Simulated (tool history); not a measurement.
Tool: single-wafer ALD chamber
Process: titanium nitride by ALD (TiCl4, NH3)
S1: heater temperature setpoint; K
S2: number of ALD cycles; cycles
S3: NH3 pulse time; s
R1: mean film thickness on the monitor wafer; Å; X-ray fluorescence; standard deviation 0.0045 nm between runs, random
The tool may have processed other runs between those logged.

run,day,S1,S2,S3,R1
1,0,663.15,59,1.99,13.23
2,0.196,660.15,59,1.83,13.135
3,0.392,657.15,59,1.69,13.009
4,0.538,655.15,59,1.56,12.78
5,0.783,654.15,59,1.49,12.791
6,0.988,653.15,59,1.39,12.716
7,1.329,652.15,59,1.3,12.598
8,1.529,651.15,59,1.24,12.473
9,1.696,650.15,59,1.2,12.406

What does the tool deliver on the next run?
10,1.788,649.15,59,1.18,?

{"run 10": {"R1": 12.293}}
